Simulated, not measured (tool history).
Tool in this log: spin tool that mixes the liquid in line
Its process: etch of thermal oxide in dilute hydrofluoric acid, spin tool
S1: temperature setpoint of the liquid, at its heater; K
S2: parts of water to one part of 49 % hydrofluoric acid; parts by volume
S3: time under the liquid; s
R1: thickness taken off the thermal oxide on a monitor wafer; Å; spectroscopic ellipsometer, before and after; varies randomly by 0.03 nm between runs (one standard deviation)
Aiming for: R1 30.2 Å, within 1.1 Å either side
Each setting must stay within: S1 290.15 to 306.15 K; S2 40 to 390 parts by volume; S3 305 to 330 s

{"run": 1, "hour": 0.0, "S1": 298.15, "S2": 215, "S3": 305, "R1": 64.743}
{"run": 2, "hour": 5.1, "S1": 298.15, "S2": 270, "S3": 305, "R1": 47.594}
{"run": 3, "hour": 10.6, "S1": 296.65, "S2": 280, "S3": 305, "R1": 42.866}
{"run": 4, "hour": 14.4, "S1": 296.65, "S2": 280, "S3": 330, "R1": 46.936}
{"run": 5, "hour": 20.9, "S1": 295.15, "S2": 280, "S3": 330, "R1": 44.427}
{"run": 6, "hour": 25.9, "S1": 292.15, "S2": 280, "S3": 330, "R1": 39.727}
{"run": 7, "hour": 31.9, "S1": 291.65, "S2": 285, "S3": 330, "R1": 37.996}
{"run": 8, "hour": 37.5, "S1": 291.15, "S2": 290, "S3": 330, "R1": 36.441}

Exactly one of the 5 candidate moves below puts every result within its allowed miss. Which one?
{"run": "A", "hour": 43.1, "S1": 290.15, "S2": 300, "S3": 320, "R1": "?"}
{"run": "B", "hour": 43.1, "S1": 290.15, "S2": 310, "S3": 310, "R1": "?"}
{"run": "C", "hour": 43.1, "S1": 298.65, "S2": 285, "S3": 305, "R1": "?"}
{"run": "D", "hour": 43.1, "S1": 291.15, "S2": 235, "S3": 330, "R1": "?"}
{"run": "E", "hour": 43.1, "S1": 291.65, "S2": 370, "S3": 325, "R1": "?"}

move=A R1=32.976
move=B R1=30.659
move=C R1=45.598
move=D R1=47.727
move=E R1=27.087
A: closer than the last run, but not yet in spec
B: each result inside its tolerance
C: moves away from the targets compared with the last run
D: moves away from the targets compared with the last run
E: takes the biggest miss from the last run beyond its target
The right move is B.
